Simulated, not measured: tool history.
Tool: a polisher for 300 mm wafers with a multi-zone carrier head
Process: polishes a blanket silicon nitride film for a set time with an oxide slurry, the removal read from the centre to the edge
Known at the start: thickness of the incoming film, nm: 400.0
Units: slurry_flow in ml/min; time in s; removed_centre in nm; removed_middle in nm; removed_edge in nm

{"run": 1, "hour": 0.0, "slurry_flow": 265, "centre_zone": 1.0, "middle_zone": 1.0, "edge_zone": 1.0, "slurry_solids": 1.0, "time": 61, "removed_centre": 55.285, "removed_middle": 56.242, "removed_edge": 56.73}
{"run": 2, "hour": 8.3, "slurry_flow": 265, "centre_zone": 1.0, "middle_zone": 0.99, "edge_zone": 0.98, "slurry_solids": 0.95, "time": 58, "removed_centre": 51.423, "removed_middle": 52.182, "removed_edge": 52.18}
{"run": 3, "hour": 13.7, "slurry_flow": 290, "centre_zone": 1.0, "middle_zone": 0.99, "edge_zone": 0.98, "slurry_solids": 0.95, "time": 58, "removed_centre": 52.324, "removed_middle": 51.731, "removed_edge": 52.221}
{"run": 4, "hour": 21.7, "slurry_flow": 290, "centre_zone": 1.0, "middle_zone": 0.99, "edge_zone": 0.95, "slurry_solids": 0.95, "time": 58, "removed_centre": 50.585, "removed_middle": 52.647, "removed_edge": 52.635}
{"run": 5, "hour": 25.6, "slurry_flow": 290, "centre_zone": 1.0, "middle_zone": 0.99, "edge_zone": 0.95, "slurry_solids": 1.05, "time": 58, "removed_centre": 52.875, "removed_middle": 55.093, "removed_edge": 54.232}
{"run": 6, "hour": 33.7, "slurry_flow": 290, "centre_zone": 1.01, "middle_zone": 0.98, "edge_zone": 0.94, "slurry_solids": 1.0, "time": 55, "removed_centre": 51.161, "removed_middle": 50.13, "removed_edge": 50.036}
{"run": 7, "hour": 36.5, "slurry_flow": 285, "centre_zone": 1.01, "middle_zone": 0.97, "edge_zone": 0.93, "slurry_solids": 0.95, "time": 53, "removed_centre": 47.867, "removed_middle": 46.523, "removed_edge": 45.698}
{"run": 8, "hour": 39.6, "slurry_flow": 280, "centre_zone": 1.0, "middle_zone": 0.95, "edge_zone": 0.92, "slurry_solids": 0.9, "time": 53, "removed_centre": 46.563, "removed_middle": 44.894, "removed_edge": 44.547}
{"run": 9, "hour": 40.3, "slurry_flow": 275, "centre_zone": 0.99, "middle_zone": 0.93, "edge_zone": 0.91, "slurry_solids": 0.85, "time": 52, "removed_centre": 43.497, "removed_middle": 42.127, "removed_edge": 43.0}
{"run": 10, "hour": 44.6, "slurry_flow": 275, "centre_zone": 0.99, "middle_zone": 0.93, "edge_zone": 0.91, "slurry_solids": 0.85, "time": 52, "removed_centre": 43.964, "removed_middle": 42.553, "removed_edge": 42.843}
{"run": 11, "hour": 49.8, "slurry_flow": 270, "centre_zone": 0.99, "middle_zone": 0.92, "edge_zone": 0.9, "slurry_solids": 0.8, "time": 51, "removed_centre": 43.168, "removed_middle": 40.552, "removed_edge": 40.631}
{"run": 12, "hour": 54.9, "slurry_flow": 230, "centre_zone": 0.89, "middle_zone": 0.82, "edge_zone": 0.82, "slurry_solids": 0.55, "time": 44, "removed_centre": 25.948, "removed_middle": 25.513, "removed_edge": 26.862}
{"run": 13, "hour": 58.6, "slurry_flow": 245, "centre_zone": 0.9, "middle_zone": 0.83, "edge_zone": 0.82, "slurry_solids": 0.55, "time": 44, "removed_centre": 26.381, "removed_middle": 26.302, "removed_edge": 27.56}
{"run": 14, "hour": 66.1, "slurry_flow": 260, "centre_zone": 0.92, "middle_zone": 0.84, "edge_zone": 0.82, "slurry_solids": 0.55, "time": 44, "removed_centre": 27.715, "removed_middle": 26.567, "removed_edge": 27.982}
{"run": 15, "hour": 70.0, "slurry_flow": 265, "centre_zone": 0.93, "middle_zone": 0.85, "edge_zone": 0.82, "slurry_solids": 0.55, "time": 44, "removed_centre": 27.508, "removed_middle": 26.616, "removed_edge": 27.889}
{"run": 16, "hour": 73.2, "slurry_flow": 265, "centre_zone": 0.95, "middle_zone": 0.86, "edge_zone": 0.82, "slurry_solids": 0.55, "time": 44, "removed_centre": 28.788, "removed_middle": 26.912, "removed_edge": 27.724}
{"run": 17, "hour": 81.7, "slurry_flow": 275, "centre_zone": 0.96, "middle_zone": 0.87, "edge_zone": 0.83, "slurry_solids": 0.55, "time": 44, "removed_centre": 29.033, "removed_middle": 27.484, "removed_edge": 27.914}
{"run": 18, "hour": 86.7, "slurry_flow": 280, "centre_zone": 0.97, "middle_zone": 0.87, "edge_zone": 0.84, "slurry_solids": 0.55, "time": 44, "removed_centre": 29.324, "removed_middle": 27.426, "removed_edge": 28.194}

Forecast run 19:
{"run": 19, "hour": 88.4, "slurry_flow": 280, "centre_zone": 0.97, "middle_zone": 0.87, "edge_zone": 0.84, "slurry_solids": 0.55, "time": 44, "removed_centre": "?", "removed_middle": "?", "removed_edge": "?"}

Run 19 gave removed_centre 29.885 nm, removed_middle 27.408 nm, removed_edge 28.297 nm.
